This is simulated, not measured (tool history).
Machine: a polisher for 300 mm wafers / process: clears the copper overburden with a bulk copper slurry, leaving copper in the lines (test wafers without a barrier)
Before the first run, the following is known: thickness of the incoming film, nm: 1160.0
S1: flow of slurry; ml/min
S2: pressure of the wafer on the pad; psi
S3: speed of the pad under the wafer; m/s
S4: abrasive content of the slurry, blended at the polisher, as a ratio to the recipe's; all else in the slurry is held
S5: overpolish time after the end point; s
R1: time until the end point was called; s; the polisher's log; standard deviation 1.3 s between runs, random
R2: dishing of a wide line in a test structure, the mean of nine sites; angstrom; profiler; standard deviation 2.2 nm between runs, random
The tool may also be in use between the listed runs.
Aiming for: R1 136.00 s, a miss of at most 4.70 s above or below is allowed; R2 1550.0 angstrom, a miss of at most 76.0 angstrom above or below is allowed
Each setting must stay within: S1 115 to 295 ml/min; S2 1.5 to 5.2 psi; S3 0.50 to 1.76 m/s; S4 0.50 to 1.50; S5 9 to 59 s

{"run": 1, "hour": 0.0, "S1": 190, "S2": 3.3, "S3": 1.12, "S4": 1.0, "S5": 30, "R1": 114.16, "R2": 1242.2}
{"run": 2, "hour": 1.8, "S1": 185, "S2": 3.2, "S3": 1.12, "S4": 1.0, "S5": 35, "R1": 119.05, "R2": 1338.7}
{"run": 3, "hour": 3.8, "S1": 180, "S2": 3.1, "S3": 1.12, "S4": 1.0, "S5": 38, "R1": 120.69, "R2": 1311.2}
{"run": 4, "hour": 8.7, "S1": 180, "S2": 3.1, "S3": 1.12, "S4": 1.0, "S5": 48, "R1": 124.1, "R2": 1383.8}
{"run": 5, "hour": 12.3, "S1": 215, "S2": 3.1, "S3": 1.12, "S4": 1.0, "S5": 48, "R1": 119.01, "R2": 1426.6}
{"run": 6, "hour": 12.9, "S1": 215, "S2": 3.1, "S3": 1.12, "S4": 0.85, "S5": 48, "R1": 122.59, "R2": 1426.9}
{"run": 7, "hour": 14.8, "S1": 190, "S2": 2.8, "S3": 1.1, "S4": 0.8, "S5": 59, "R1": 139.44, "R2": 1431.1}
{"run": 8, "hour": 18.2, "S1": 210, "S2": 2.9, "S3": 1.06, "S4": 0.8, "S5": 59, "R1": 138.05, "R2": 1395.1}
{"run": 9, "hour": 25.4, "S1": 190, "S2": 3.0, "S3": 1.06, "S4": 0.75, "S5": 59, "R1": 137.58, "R2": 1405.4}
{"run": 10, "hour": 31.8, "S1": 195, "S2": 2.9, "S3": 1.06, "S4": 0.9, "S5": 59, "R1": 138.26, "R2": 1412.6}
{"run": 11, "hour": 34.8, "S1": 200, "S2": 3.2, "S3": 0.86, "S4": 1.15, "S5": 59, "R1": 148.1, "R2": 1426.8}

Next run, 5 choices. One meets every target within its allowed miss, the rest don't. Which?
{"run": "A", "hour": 37.8, "S1": 180, "S2": 3.1, "S3": 0.94, "S4": 1.35, "S5": 52, "R1": "?", "R2": "?"}
{"run": "B", "hour": 37.8, "S1": 290, "S2": 3.6, "S3": 0.7, "S4": 1.35, "S5": 39, "R1": "?", "R2": "?"}
{"run": "C", "hour": 37.8, "S1": 180, "S2": 3.1, "S3": 0.9, "S4": 1.1, "S5": 56, "R1": "?", "R2": "?"}
{"run": "D", "hour": 37.8, "S1": 255, "S2": 3.7, "S3": 0.82, "S4": 0.85, "S5": 59, "R1": "?", "R2": "?"}
{"run": "E", "hour": 37.8, "S1": 185, "S2": 3.0, "S3": 0.86, "S4": 1.1, "S5": 52, "R1": "?", "R2": "?"}

move=A R1=139.01 R2=1403.4
move=B R1=150.19 R2=1294.0
move=C R1=150.44 R2=1401.8
move=D R1=138.12 R2=1516.8
move=E R1=161.52 R2=1337.2
A: the furthest-off result lands on target, but another misses its tolerance
B: further off than the last run
C: further off than the last run
D: meets every target
E: further off than the last run
Go with D: it meets all targets.

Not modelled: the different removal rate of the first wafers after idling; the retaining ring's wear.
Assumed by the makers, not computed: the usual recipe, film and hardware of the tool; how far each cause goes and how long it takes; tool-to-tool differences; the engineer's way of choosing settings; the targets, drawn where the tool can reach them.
